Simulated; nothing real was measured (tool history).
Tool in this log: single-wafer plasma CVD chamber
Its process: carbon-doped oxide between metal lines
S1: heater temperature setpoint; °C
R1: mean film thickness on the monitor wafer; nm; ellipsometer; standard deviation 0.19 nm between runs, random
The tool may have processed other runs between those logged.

run 1 day=0.000 | S1=375 chamber_pressure_(Torr)=4.88 RF_power_(W)=455 deposition_time_(s)=13.2 | R1=58.942
run 2 day=0.088 | S1=375 chamber_pressure_(Torr)=4.88 RF_power_(W)=455 deposition_time_(s)=13.2 | R1=58.930
run 3 day=0.325 | S1=375 chamber_pressure_(Torr)=4.88 RF_power_(W)=455 deposition_time_(s)=13.2 | R1=58.853
run 4 day=0.388 | S1=377 chamber_pressure_(Torr)=4.67 RF_power_(W)=435 deposition_time_(s)=13.2 | R1=55.642
run 5 day=0.583 | S1=383 chamber_pressure_(Torr)=4.67 RF_power_(W)=435 deposition_time_(s)=13.2 | R1=55.027
-- day=0.800 thermocouple changed; heater temperature recalibrated
run 6 day=0.800 | S1=384 chamber_pressure_(Torr)=4.47 RF_power_(W)=425 deposition_time_(s)=13.2 | R1=52.281
run 7 day=1.062 | S1=385 chamber_pressure_(Torr)=4.28 RF_power_(W)=425 deposition_time_(s)=13.2 | R1=52.207

The next listed run, before its measurement:
run 8 day=1.142 | S1=392 chamber_pressure_(Torr)=3.47 RF_power_(W)=350 deposition_time_(s)=13.2 | R1=?

R1: 41.229 nm

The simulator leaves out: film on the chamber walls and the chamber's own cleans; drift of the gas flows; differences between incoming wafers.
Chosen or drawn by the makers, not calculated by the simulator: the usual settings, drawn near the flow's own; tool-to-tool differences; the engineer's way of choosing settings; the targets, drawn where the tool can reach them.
